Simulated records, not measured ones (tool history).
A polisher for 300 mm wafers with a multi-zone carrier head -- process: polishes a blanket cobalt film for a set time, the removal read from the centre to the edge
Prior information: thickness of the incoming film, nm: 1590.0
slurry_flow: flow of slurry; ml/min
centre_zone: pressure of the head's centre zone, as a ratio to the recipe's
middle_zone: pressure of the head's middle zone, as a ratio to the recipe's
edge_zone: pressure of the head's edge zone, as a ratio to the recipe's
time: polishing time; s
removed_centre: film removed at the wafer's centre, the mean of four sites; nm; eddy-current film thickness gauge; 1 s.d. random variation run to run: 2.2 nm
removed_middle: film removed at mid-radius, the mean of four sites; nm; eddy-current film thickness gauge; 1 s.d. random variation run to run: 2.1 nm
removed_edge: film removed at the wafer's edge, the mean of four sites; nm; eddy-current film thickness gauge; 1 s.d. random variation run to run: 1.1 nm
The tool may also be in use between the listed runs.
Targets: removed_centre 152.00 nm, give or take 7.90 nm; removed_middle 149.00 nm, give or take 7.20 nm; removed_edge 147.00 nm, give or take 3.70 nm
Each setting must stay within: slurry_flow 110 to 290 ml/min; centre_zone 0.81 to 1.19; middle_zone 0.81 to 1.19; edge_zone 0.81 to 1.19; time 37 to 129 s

run,hour,slurry_flow,centre_zone,middle_zone,edge_zone,time,removed_centre,removed_middle,removed_edge
1,0.0,185,1.00,1.00,1.00,83,284.09,283.19,289.14
2,5.1,185,1.00,1.00,1.00,97,327.72,333.04,335.49
3,6.8,175,0.99,0.99,0.98,89,303.90,292.60,308.27
4,9.9,175,0.99,0.99,0.98,75,261.99,253.75,254.43
5,13.7,175,0.99,0.99,0.98,85,281.30,283.01,291.75
6,18.4,175,0.99,1.04,0.98,85,286.27,291.90,290.51
7,21.5,165,0.98,1.04,0.96,79,260.69,279.13,266.91
8,23.8,115,1.01,0.94,0.86,56,182.86,169.09,174.46
9,29.7,115,1.01,0.94,0.86,54,178.98,159.48,165.86
10,36.3,115,1.00,0.94,0.86,53,173.93,158.73,163.13
11,41.9,115,0.99,0.94,0.86,52,167.54,155.32,159.06
12,47.8,115,0.98,0.94,0.85,52,162.57,158.27,159.51
13,56.1,115,0.98,0.94,0.85,51,160.03,152.78,156.34

Next run, 5 choices. One meets every target within its allowed miss, the rest don't. Which?
A,64.4,175,1.05,1.07,0.83,49,?,?,?
B,64.4,120,0.96,0.94,0.81,49,?,?,?
C,64.4,135,0.90,0.85,0.86,52,?,?,?
D,64.4,115,0.95,0.93,0.86,50,?,?,?
E,64.4,120,0.89,0.85,0.91,52,?,?,?

move,removed_centre,removed_middle,removed_edge
A,176.71,173.26,156.24
B,154.07,148.04,149.54
C,156.94,146.87,165.00
D,154.69,148.85,156.06
E,152.61,144.56,167.41
A: the biggest miss grows against the last run
B: all results in spec
C: the biggest miss grows against the last run
D: roughly where the last run was
E: the biggest miss grows against the last run
Correct choice: B, which meets every target
